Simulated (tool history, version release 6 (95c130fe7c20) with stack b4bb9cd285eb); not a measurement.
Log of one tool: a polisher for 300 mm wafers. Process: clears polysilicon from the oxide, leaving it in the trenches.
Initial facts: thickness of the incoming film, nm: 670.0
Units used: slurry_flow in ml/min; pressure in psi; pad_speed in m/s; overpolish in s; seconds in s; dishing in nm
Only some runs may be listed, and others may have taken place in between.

| run | hour | slurry_flow | pressure | pad_speed | overpolish | seconds | dishing |
|---|---|---|---|---|---|---|---|
| 1 | 0 | 245 | 2.2 | 1 | 20 | 66.278 | 46.701 |
| 2 | 5.8 | 210 | 2.2 | 1 | 20 | 69.121 | 48.057 |
| 3 | 11.4 | 210 | 2.2 | 0.84 | 20 | 81.63 | 47.168 |
| 4 | 15.5 | 210 | 2.2 | 1.06 | 20 | 65.054 | 47.2 |
| 5 | 19 | 210 | 2.2 | 1.06 | 14 | 64.518 | 45.767 |
|  | 27.1 | slurry nozzle cleaned |
| 6 | 27.1 | 225 | 2.3 | 1.06 | 13 | 57.004 | 46.04 |
| 7 | 33.6 | 240 | 2.3 | 1.06 | 12 | 56.746 | 45.198 |
| 8 | 40.6 | 310 | 2.9 | 1.08 | 6 | 45.433 | 38.818 |

For run 9, what comes out?
| 9 | 41.2 | 300 | 3 | 1.08 | 7 | ? | ? |

{"run 9": {"seconds": 44.542, "dishing": 42.257}}
